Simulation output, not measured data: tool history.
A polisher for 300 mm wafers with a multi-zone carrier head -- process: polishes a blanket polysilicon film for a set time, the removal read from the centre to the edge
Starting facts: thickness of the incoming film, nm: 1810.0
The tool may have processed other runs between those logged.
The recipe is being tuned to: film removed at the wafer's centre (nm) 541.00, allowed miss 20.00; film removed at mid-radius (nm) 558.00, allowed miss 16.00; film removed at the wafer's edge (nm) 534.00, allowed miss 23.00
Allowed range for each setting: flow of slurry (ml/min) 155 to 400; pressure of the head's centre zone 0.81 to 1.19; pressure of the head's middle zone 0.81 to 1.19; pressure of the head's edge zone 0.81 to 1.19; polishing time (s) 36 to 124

run	hour	flow of slurry (ml/min)	pressure of the head's centre zone	pressure of the head's middle zone	pressure of the head's edge zone	polishing time (s)	film removed at the wafer's centre (nm)	film removed at mid-radius (nm)	film removed at the wafer's edge (nm)
1	0.0	255	1.00	1.00	1.00	79	381.16	389.07	383.21
2	7.9	260	1.02	1.03	1.03	84	418.94	425.42	412.67
3	9.6	260	1.02	1.03	1.03	102	508.63	502.84	503.41
4	18.6	260	1.10	1.03	1.03	102	554.30	515.54	489.24
5	19.2	260	1.15	1.03	1.03	102	570.90	507.43	492.39
6	21.9	260	1.15	1.00	1.03	102	573.98	508.21	491.70
7	22.5	260	1.15	1.00	1.03	102	578.83	498.77	494.55
8	29.5	265	1.12	1.02	1.05	103	565.38	511.28	504.85
9	31.3	270	1.10	1.04	1.06	104	550.93	525.70	512.38
10	35.9	275	1.09	1.05	1.07	105	561.57	543.68	526.00
11	43.2	275	1.08	1.06	1.07	105	556.56	541.27	525.46

Which of these 4 next moves meets every target?
A	50.5	275	1.10	1.07	1.05	108	?	?	?
B	50.5	225	1.17	1.05	1.03	109	?	?	?
C	50.5	325	1.13	1.09	0.98	104	?	?	?
D	50.5	240	1.07	1.12	1.12	106	?	?	?

move	film removed at the wafer's centre (nm)	film removed at mid-radius (nm)	film removed at the wafer's edge (nm)
A	578.95	558.62	549.57
B	603.91	542.34	538.78
C	584.10	554.14	518.59
D	542.42	555.62	549.73
A: gets the furthest-off result to its target, but another result is out of tolerance
B: gets the furthest-off result to its target, but another result is out of tolerance
C: gets the furthest-off result to its target, but another result is out of tolerance
D: meets every target
Correct choice: D, which meets every target
